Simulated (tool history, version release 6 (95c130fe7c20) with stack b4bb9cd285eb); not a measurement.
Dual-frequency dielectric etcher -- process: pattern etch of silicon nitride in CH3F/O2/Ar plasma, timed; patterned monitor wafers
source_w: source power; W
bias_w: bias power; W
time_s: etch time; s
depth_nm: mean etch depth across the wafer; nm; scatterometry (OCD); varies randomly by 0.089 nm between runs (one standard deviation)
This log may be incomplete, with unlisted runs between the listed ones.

{"run": 1, "hour": 0.0, "source_w": 460, "bias_w": 101, "time_s": 30.5, "depth_nm": 25.98}
{"run": 2, "hour": 1.3, "source_w": 460, "bias_w": 101, "time_s": 30.5, "depth_nm": 25.979}
{"run": 3, "hour": 6.4, "source_w": 400, "bias_w": 101, "time_s": 30.5, "depth_nm": 24.644}
{"run": 4, "hour": 14.5, "source_w": 390, "bias_w": 100, "time_s": 30.5, "depth_nm": 24.41}
{"run": 5, "hour": 20.2, "source_w": 390, "bias_w": 100, "time_s": 30.5, "depth_nm": 24.432}
{"run": 6, "hour": 22.6, "source_w": 330, "bias_w": 100, "time_s": 30.5, "depth_nm": 23.089}
{"run": 7, "hour": 26.1, "source_w": 320, "bias_w": 100, "time_s": 30.5, "depth_nm": 22.9}

The next listed run, before its measurement:
{"run": 8, "hour": 27.7, "source_w": 320, "bias_w": 100, "time_s": 30.5, "depth_nm": "?"}

Logged for run 8: depth_nm 22.954 nm.
